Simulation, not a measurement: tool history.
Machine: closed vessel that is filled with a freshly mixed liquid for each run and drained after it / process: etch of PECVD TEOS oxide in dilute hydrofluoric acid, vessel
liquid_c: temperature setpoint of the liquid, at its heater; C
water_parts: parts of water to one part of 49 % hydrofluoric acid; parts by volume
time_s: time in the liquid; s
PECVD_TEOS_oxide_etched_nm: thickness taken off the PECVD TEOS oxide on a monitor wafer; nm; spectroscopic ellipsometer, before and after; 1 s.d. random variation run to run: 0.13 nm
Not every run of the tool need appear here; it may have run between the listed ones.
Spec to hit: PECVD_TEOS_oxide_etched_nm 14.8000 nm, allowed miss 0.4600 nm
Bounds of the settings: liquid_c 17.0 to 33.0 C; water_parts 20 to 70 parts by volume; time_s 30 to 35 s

| run | hour | liquid_c | water_parts | time_s | PECVD_TEOS_oxide_etched_nm |
|---|---|---|---|---|---|
| 1 | 0.0 | 25.0 | 40 | 35 | 8.9544 |
| 2 | 4.6 | 25.0 | 40 | 30 | 7.7275 |
| 3 | 10.9 | 26.5 | 35 | 30 | 9.3495 |
| 4 | 13.2 | 26.5 | 50 | 30 | 6.5251 |
| 5 | 17.1 | 26.5 | 40 | 30 | 8.2770 |
| 6 | 23.4 | 25.5 | 40 | 30 | 7.8631 |
| 7 | 29.0 | 27.0 | 35 | 30 | 9.7109 |
| 8 | 34.3 | 28.5 | 35 | 30 | 10.2430 |
| 9 | 42.5 | 29.5 | 35 | 30 | 10.5570 |
| 10 | 43.9 | 30.0 | 35 | 30 | 10.7670 |
| 11 | 49.4 | 30.5 | 35 | 30 | 10.9960 |
| 12 | 54.7 | 31.0 | 35 | 30 | 11.2810 |
| 13 | 60.0 | 33.0 | 25 | 30 | 17.2980 |
| 14 | 62.7 | 32.0 | 25 | 30 | 16.8490 |
| 15 | 68.6 | 31.5 | 25 | 30 | 16.0650 |

Below are 4 possible settings for the next run. Only one of them brings all results inside the allowed miss of their targets. Which is it?
| A | 74.5 | 30.5 | 25 | 35 | ? |
| B | 74.5 | 30.0 | 30 | 35 | ? |
| C | 74.5 | 28.5 | 20 | 30 | ? |
| D | 74.5 | 30.5 | 25 | 30 | ? |

| move | PECVD_TEOS_oxide_etched_nm |
|---|---|
| A | 18.3600 |
| B | 14.8770 |
| C | 18.2860 |
| D | 15.7370 |
A: misses by more than the last run did
B: every result lands within tolerance
C: misses by more than the last run did
D: gains on the last run, yet a result remains outside its allowed miss
B is the move that brings every result within its allowed miss.

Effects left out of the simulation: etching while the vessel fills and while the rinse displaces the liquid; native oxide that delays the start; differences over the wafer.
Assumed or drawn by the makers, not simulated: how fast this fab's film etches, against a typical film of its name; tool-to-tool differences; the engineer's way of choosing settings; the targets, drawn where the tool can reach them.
